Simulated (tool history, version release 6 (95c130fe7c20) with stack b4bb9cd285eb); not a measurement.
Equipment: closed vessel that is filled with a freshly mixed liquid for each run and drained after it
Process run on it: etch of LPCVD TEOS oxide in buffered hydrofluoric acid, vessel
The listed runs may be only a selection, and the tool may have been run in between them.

| run | hour | temperature setpoint of the liquid (°C) | parts of 40 % ammonium fluoride to one part of 49 % hydrofluoric acid (parts by volume) | time in the liquid (s) | thickness taken off the LPCVD TEOS oxide on a monitor wafer (nm) |
|---|---|---|---|---|---|
| 1 | 0.0 | 21.0 | 15.5 | 30 | 37.861 |
| 2 | 5.5 | 22.0 | 15.0 | 30 | 42.187 |
| 3 | 13.1 | 23.0 | 15.0 | 30 | 43.162 |
| 4 | 17.1 | 23.0 | 13.0 | 30 | 50.688 |
| 5 | 24.2 | 24.0 | 13.0 | 30 | 53.888 |
| 6 | 31.5 | 24.5 | 13.0 | 30 | 54.594 |
| 7 | 34.1 | 25.0 | 13.0 | 30 | 56.735 |
| 8 | 40.3 | 25.5 | 13.0 | 30 | 57.962 |

Estimate the outcome of run 9 from the log above:
| 9 | 45.3 | 26.0 | 13.0 | 30 | ? |

Logged for run 9: thickness taken off the LPCVD TEOS oxide on a monitor wafer (nm) 58.419.

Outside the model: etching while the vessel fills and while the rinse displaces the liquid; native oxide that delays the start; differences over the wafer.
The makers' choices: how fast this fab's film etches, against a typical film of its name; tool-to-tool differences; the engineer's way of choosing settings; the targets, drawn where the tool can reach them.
